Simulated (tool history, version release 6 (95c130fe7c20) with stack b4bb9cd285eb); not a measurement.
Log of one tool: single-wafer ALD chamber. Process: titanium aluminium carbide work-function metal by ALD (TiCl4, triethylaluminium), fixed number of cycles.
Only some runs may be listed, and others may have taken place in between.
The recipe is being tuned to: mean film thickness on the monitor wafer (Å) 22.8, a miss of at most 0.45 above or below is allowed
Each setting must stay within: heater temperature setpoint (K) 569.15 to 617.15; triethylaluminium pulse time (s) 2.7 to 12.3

run  hour  heater temperature setpoint (K)  triethylaluminium pulse time (s)  mean film thickness on the monitor wafer (Å)
  1     0                           593.15                               7.5                                        20.691
  2   8.8                           598.15                              7.89                                        21.256
  3    13                           598.15                              9.56                                        21.991
  4  18.3                           590.15                              9.56                                        21.218
  5    25                           581.15                              9.56                                        20.501
  6  26.8                           585.15                              9.56                                        20.896
  7  27.6                           590.15                                10                                        21.386
  8  30.7                           594.15                             10.36                                        21.764
  9  39.3                           597.15                             10.68                                        22.083
 10  45.2                           599.15                             10.92                                        22.361

4 next moves are on the table. One of them brings every result within its allowed miss. Which?
  A  51.1                           591.15                              12.3                                             ?
  B  51.1                           604.15                             11.04                                             ?
  C  51.1                           593.15                             12.25                                             ?
  D  51.1                           591.15                              9.71                                             ?

move  mean film thickness on the monitor wafer (Å)
   A                                        21.913
   B                                        22.844
   C                                        22.079
   D                                        21.447
A: lands further from the targets than the last run did
B: meets every target
C: lands further from the targets than the last run did
D: lands further from the targets than the last run did
Correct choice: B, which meets every target
